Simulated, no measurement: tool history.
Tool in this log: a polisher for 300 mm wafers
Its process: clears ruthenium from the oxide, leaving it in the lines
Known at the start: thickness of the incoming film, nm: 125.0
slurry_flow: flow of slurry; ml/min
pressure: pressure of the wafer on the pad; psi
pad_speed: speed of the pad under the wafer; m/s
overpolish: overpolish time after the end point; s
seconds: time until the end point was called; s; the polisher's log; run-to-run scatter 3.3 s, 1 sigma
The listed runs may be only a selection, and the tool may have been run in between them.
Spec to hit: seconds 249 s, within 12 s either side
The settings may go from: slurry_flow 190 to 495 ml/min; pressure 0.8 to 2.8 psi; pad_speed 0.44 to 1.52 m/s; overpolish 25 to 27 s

run,hour,slurry_flow,pressure,pad_speed,overpolish,seconds
1,0,320,1.8,0.98,25,167.39
2,6,320,1.6,0.98,25,178.61
3,8,320,1.6,1.2,25,151.06
4,14.6,320,1.6,1.3,25,138.64
5,15.8,320,1.6,1.3,25,137.16
6,24.2,320,1.6,1.16,25,158.33
7,30,320,1.4,1.14,25,173.67
8,31.9,320,1.2,1.1,25,207.96
9,36.2,320,1.1,1.1,25,225.21
10,37.1,320,1.1,1.1,25,222.73

Which single option among these 5 for the next run brings every result within its allowed miss of target? Just one does.
A,38,370,1.1,0.96,25,?
B,38,390,1,1.16,25,?
C,38,325,1.2,1.04,25,?
D,38,340,1,1.18,25,?
E,38,280,1.1,1.06,25,?

move,seconds
A,252.99
B,225.76
C,220.42
D,223.89
E,233.98
A: all results in spec
B: an improvement on the last run, though not all results are within tolerance
C: the biggest miss grows against the last run
D: neither nearer nor further off than the last run
E: an improvement on the last run, though not all results are within tolerance
Correct choice: A, which meets every target
